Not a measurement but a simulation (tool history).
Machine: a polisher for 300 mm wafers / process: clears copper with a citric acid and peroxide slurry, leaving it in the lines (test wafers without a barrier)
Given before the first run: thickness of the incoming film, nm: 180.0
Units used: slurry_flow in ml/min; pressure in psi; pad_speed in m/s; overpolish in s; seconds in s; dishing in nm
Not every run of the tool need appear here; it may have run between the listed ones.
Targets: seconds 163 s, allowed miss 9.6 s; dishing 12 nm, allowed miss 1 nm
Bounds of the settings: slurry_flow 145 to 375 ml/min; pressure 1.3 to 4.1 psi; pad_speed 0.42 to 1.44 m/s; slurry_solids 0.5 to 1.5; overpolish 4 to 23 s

Run 1, hour 0: slurry_flow 240 ml/min, pressure 2.7 psi, pad_speed 0.92 m/s, slurry_solids 1, overpolish 12 s. Result: seconds 115.63 s, dishing 14.448 nm.
Run 2, hour 1: slurry_flow 300 ml/min, pressure 2.7 psi, pad_speed 0.92 m/s, slurry_solids 1, overpolish 12 s. Result: seconds 111.38 s, dishing 14.961 nm.
Run 3, hour 1.9: slurry_flow 300 ml/min, pressure 2.4 psi, pad_speed 0.92 m/s, slurry_solids 1, overpolish 12 s. Result: seconds 125.51 s, dishing 13.482 nm.
Run 4, hour 4.7: slurry_flow 270 ml/min, pressure 2.4 psi, pad_speed 0.92 m/s, slurry_solids 1, overpolish 12 s. Result: seconds 130.01 s, dishing 13.023 nm.
Run 5, hour 12.7: slurry_flow 270 ml/min, pressure 2.3 psi, pad_speed 0.92 m/s, slurry_solids 1, overpolish 12 s. Result: seconds 134.2 s, dishing 12.407 nm.
Run 6, hour 13.8: slurry_flow 270 ml/min, pressure 2.2 psi, pad_speed 0.92 m/s, slurry_solids 1, overpolish 12 s. Result: seconds 141.6 s, dishing 11.987 nm.
Run 7, hour 17: slurry_flow 270 ml/min, pressure 2.1 psi, pad_speed 0.92 m/s, slurry_solids 1, overpolish 12 s. Result: seconds 146.25 s, dishing 11.2 nm.
Run 8, hour 20.3: slurry_flow 265 ml/min, pressure 2 psi, pad_speed 0.92 m/s, slurry_solids 1, overpolish 13 s. Result: seconds 151.29 s, dishing 12.473 nm.

Which one of the following 4 next-run settings gets every result inside its allowed miss? There is exactly one.
Run A, hour 23.6: slurry_flow 285 ml/min, pressure 1.9 psi, pad_speed 0.92 m/s, slurry_solids 0.95, overpolish 11 s. Result: seconds ?, dishing ?.
Run B, hour 23.6: slurry_flow 260 ml/min, pressure 2.2 psi, pad_speed 0.64 m/s, slurry_solids 1.2, overpolish 21 s. Result: seconds ?, dishing ?.
Run C, hour 23.6: slurry_flow 270 ml/min, pressure 1.8 psi, pad_speed 0.94 m/s, slurry_solids 1, overpolish 14 s. Result: seconds ?, dishing ?.
Run D, hour 23.6: slurry_flow 300 ml/min, pressure 2 psi, pad_speed 0.78 m/s, slurry_solids 0.85, overpolish 15 s. Result: seconds ?, dishing ?.

move  seconds  dishing
   A      162   9.7987
   B   187.58   15.626
   C   166.13   11.965
   D   182.57   11.725
A: corrects the largest miss of the last run, while another result sits out of spec
B: moves the result that the last run missed by most past its target, out the other side
C: all results in spec
D: moves the result that the last run missed by most past its target, out the other side
Move C is the one to make.
